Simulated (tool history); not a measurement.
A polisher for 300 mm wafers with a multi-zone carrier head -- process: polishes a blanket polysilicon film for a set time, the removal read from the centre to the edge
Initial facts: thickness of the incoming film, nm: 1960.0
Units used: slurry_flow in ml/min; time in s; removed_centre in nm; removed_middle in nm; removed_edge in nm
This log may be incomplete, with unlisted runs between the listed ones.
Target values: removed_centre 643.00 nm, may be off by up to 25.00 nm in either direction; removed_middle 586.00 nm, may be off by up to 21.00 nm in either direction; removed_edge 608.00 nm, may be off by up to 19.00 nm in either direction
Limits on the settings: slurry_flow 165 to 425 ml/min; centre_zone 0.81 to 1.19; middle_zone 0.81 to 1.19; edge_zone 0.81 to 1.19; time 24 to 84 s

run	hour	slurry_flow	centre_zone	middle_zone	edge_zone	time	removed_centre	removed_middle	removed_edge
1	0.0	275	1.00	1.00	1.00	54	453.41	483.36	472.18
2	5.5	280	1.04	1.00	1.04	57	498.79	498.04	508.45
3	10.5	280	1.04	1.00	0.97	57	499.99	501.30	493.09
4	14.9	345	1.04	1.00	0.97	57	517.31	515.25	505.17
5	22.3	345	0.99	1.00	0.97	57	485.05	511.74	506.90
6	23.0	345	0.99	1.08	0.97	57	497.26	532.68	506.43
7	25.4	355	1.03	1.07	1.01	59	531.48	562.15	532.37
8	32.5	355	1.06	1.03	1.03	61	565.76	563.11	560.30
9	41.1	360	1.08	1.03	1.05	62	587.29	578.52	586.26
10	45.4	365	1.10	1.03	1.06	62	595.50	577.43	568.06
11	50.0	365	1.10	1.03	1.06	62	592.87	584.52	578.15
12	54.5	370	1.12	1.01	1.07	63	618.73	582.58	583.74

Of the 4 settings listed for the next run, only one would bring every result within its allowed miss of target. Which one?
A	59.0	410	1.19	1.09	0.94	62	?	?	?
B	59.0	375	1.10	1.01	0.99	63	?	?	?
C	59.0	375	1.12	0.97	1.07	65	?	?	?
D	59.0	400	1.11	1.08	0.94	62	?	?	?

move	removed_centre	removed_middle	removed_edge
A	650.36	609.79	543.95
B	604.03	582.05	562.98
C	634.46	583.85	603.65
D	604.67	604.56	542.98
A: further off than the last run
B: further off than the last run
C: each result inside its tolerance
D: further off than the last run
Answer: C
